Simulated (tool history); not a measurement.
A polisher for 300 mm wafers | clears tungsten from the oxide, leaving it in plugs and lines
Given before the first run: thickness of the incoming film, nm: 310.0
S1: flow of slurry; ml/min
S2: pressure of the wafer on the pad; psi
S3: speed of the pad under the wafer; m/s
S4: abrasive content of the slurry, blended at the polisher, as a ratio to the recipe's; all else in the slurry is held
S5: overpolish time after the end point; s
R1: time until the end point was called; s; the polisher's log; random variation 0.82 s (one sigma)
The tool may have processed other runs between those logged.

Run 1, hour 0: S1 190 ml/min, S2 4.7 psi, S3 1.08 m/s, S4 1, S5 22 s. Result: R1 56.248 s.
Run 2, hour 8.7: S1 190 ml/min, S2 4.6 psi, S3 1.08 m/s, S4 1, S5 22 s. Result: R1 56.58 s.
Run 3, hour 16: S1 190 ml/min, S2 4.5 psi, S3 1.08 m/s, S4 1, S5 22 s. Result: R1 57.202 s.
Run 4, hour 18.3: S1 190 ml/min, S2 4.1 psi, S3 1.08 m/s, S4 1, S5 22 s. Result: R1 63.564 s.
Run 5, hour 27.2: S1 190 ml/min, S2 4 psi, S3 1.08 m/s, S4 1, S5 22 s. Result: R1 64.641 s.
Run 6, hour 35.6: S1 190 ml/min, S2 4 psi, S3 1.08 m/s, S4 1, S5 23 s. Result: R1 64.433 s.
Run 7, hour 39.7: S1 190 ml/min, S2 4 psi, S3 1.08 m/s, S4 1, S5 23 s. Result: R1 66.023 s.

What will run 8 give?
Run 8, hour 43.8: S1 190 ml/min, S2 3.9 psi, S3 1.08 m/s, S4 1, S5 23 s. Result: R1 ?.

R1: 66.384 s
